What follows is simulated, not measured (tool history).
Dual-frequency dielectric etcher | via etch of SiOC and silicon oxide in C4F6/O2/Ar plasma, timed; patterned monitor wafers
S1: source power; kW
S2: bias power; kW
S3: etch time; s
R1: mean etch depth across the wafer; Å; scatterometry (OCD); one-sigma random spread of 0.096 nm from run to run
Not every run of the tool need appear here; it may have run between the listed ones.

{"run": 1, "hour": 0.0, "S1": 0.28, "S2": 0.168, "S3": 50.5, "R1": 523.51}
{"run": 2, "hour": 1.8, "S1": 0.26, "S2": 0.164, "S3": 50.5, "R1": 510.38}
{"run": 3, "hour": 5.6, "S1": 0.26, "S2": 0.18, "S3": 50.5, "R1": 525.19}
{"run": 4, "hour": 7.9, "S1": 0.25, "S2": 0.173, "S3": 50, "R1": 510.89}
{"run": 5, "hour": 16.4, "S1": 0.24, "S2": 0.167, "S3": 49.5, "R1": 495.64}
{"run": 6, "hour": 19.1, "S1": 0.26, "S2": 0.167, "S3": 49.5, "R1": 502.58}

Predict the results of run 7:
{"run": 7, "hour": 26.0, "S1": 0.25, "S2": 0.163, "S3": 49.5, "R1": "?"}

For run 7 the tool returned R1 495.55 Å.
